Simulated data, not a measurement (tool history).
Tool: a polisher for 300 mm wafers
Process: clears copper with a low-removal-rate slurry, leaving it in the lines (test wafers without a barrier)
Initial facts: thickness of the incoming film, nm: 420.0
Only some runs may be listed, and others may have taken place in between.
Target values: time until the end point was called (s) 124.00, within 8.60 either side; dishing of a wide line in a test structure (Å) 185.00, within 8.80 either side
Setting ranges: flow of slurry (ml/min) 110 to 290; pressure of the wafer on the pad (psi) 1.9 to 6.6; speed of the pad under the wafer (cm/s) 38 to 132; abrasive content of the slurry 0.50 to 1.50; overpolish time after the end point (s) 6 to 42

run,hour,flow of slurry (ml/min),pressure of the wafer on the pad (psi),speed of the pad under the wafer (cm/s),abrasive content of the slurry,overpolish time after the end point (s),time until the end point was called (s),dishing of a wide line in a test structure (Å)
1,0.0,185,4.2,84,1.00,21,120.89,327.44
2,1.9,185,4.2,84,1.05,21,117.70,337.14
3,8.2,185,4.2,84,0.85,21,127.26,329.60
4,13.7,185,3.8,86,1.10,16,128.77,268.51
5,19.8,185,3.6,88,1.25,13,132.38,236.38
6,26.5,225,3.6,88,1.25,13,131.37,245.11
7,29.6,190,3.6,90,1.35,11,127.47,217.62
8,33.4,185,3.6,90,1.40,10,123.76,196.36
9,39.8,180,3.6,90,1.40,10,121.88,200.49
10,46.5,175,3.6,90,1.45,10,120.56,197.80
11,51.4,175,3.4,90,1.45,8,127.34,160.78
12,52.1,185,3.5,90,1.45,8,124.76,170.55
13,53.5,190,3.5,90,1.40,8,124.36,163.62

Consider the 5 candidate settings below. Which is the only one whose results all fall within their allowed miss of target?
A,54.9,200,3.5,88,1.50,9,?,?
B,54.9,195,3.2,92,1.40,7,?,?
C,54.9,190,2.9,116,1.25,7,?,?
D,54.9,235,3.4,90,1.50,6,?,?
E,54.9,155,3.5,98,1.50,6,?,?

move,time until the end point was called (s),dishing of a wide line in a test structure (Å)
A,125.02,186.09
B,134.74,142.21
C,127.90,148.38
D,123.76,134.18
E,120.14,137.68
A: each result inside its tolerance
B: moves away from the targets compared with the last run
C: moves away from the targets compared with the last run
D: moves away from the targets compared with the last run
E: moves away from the targets compared with the last run
A is the move that brings every result within its allowed miss.
